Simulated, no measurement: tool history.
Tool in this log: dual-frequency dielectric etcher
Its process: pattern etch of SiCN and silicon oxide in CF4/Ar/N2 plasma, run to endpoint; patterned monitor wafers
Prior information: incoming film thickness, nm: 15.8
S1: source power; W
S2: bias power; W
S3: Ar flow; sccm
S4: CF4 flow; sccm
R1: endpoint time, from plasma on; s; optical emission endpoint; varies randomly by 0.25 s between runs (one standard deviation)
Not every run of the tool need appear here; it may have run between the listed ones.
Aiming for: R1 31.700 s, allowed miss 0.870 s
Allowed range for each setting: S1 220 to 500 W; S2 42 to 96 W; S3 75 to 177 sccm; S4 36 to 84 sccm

run  hour   S1  S2   S3  S4      R1
  1   0.0  360  69  126  60  25.098
  2   6.1  340  69  126  60  26.080
  3   9.9  330  69  126  60  26.497
  4  12.9  320  68  126  60  26.920
  5  17.3  300  67  126  60  28.395
  6  24.1  300  77  126  60  27.526
  7  29.3  290  77  126  60  28.089
  8  31.0  290  77  126  60  28.068
     38.9  -- wet clean of the chamber
  9  38.9  280  77  126  60  29.950

4 next moves are on the table. One of them brings every result within its allowed miss. Which?
  A  46.8  280  71  113  64   ?
  B  46.8  280  93  132  36   ?
  C  46.8  320  79  144  60   ?
  D  46.8  300  81  116  57   ?

move      R1
   A  30.201
   B  32.355
   C  28.299
   D  28.641
A: moves toward the targets from the last run without getting all of them in spec
B: in spec on every target
C: misses by more than the last run did
D: misses by more than the last run did
Answer: B

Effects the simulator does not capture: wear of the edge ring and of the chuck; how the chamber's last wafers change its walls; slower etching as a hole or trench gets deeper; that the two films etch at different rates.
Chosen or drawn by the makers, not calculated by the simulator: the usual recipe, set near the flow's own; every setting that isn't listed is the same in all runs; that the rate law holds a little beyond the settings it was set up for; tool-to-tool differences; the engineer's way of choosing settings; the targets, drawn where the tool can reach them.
